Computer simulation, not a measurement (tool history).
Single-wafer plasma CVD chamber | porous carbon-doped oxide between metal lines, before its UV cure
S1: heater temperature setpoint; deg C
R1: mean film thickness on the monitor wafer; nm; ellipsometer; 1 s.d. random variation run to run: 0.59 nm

run 1 hour=0.0 | S1=290 RF_power_(kW)=0.585 deposition_time_(s)=20.7 | R1=135.58
run 2 hour=7.3 | S1=296 RF_power_(kW)=0.585 deposition_time_(s)=20.7 | R1=129.62
run 3 hour=13.7 | S1=299 RF_power_(kW)=0.580 deposition_time_(s)=20.7 | R1=127.99
run 4 hour=16.5 | S1=301 RF_power_(kW)=0.570 deposition_time_(s)=20.7 | R1=125.53
run 5 hour=17.6 | S1=301 RF_power_(kW)=0.605 deposition_time_(s)=20.7 | R1=128.20
run 6 hour=21.6 | S1=301 RF_power_(kW)=0.605 deposition_time_(s)=20.7 | R1=128.90
run 7 hour=26.7 | S1=303 RF_power_(kW)=0.590 deposition_time_(s)=20.6 | R1=124.65
run 8 hour=33.9 | S1=305 RF_power_(kW)=0.580 deposition_time_(s)=20.6 | R1=121.54
run 9 hour=34.7 | S1=306 RF_power_(kW)=0.575 deposition_time_(s)=20.6 | R1=122.28
run 10 hour=41.6 | S1=307 RF_power_(kW)=0.560 deposition_time_(s)=20.5 | R1=117.57
run 11 hour=50.5 | S1=307 RF_power_(kW)=0.560 deposition_time_(s)=20.5 | R1=117.17

Run 12 comes next. What will it give?
run 12 hour=52.5 | S1=308 RF_power_(kW)=0.555 deposition_time_(s)=20.5 | R1=?

Run 12 measured R1 117.09 nm.
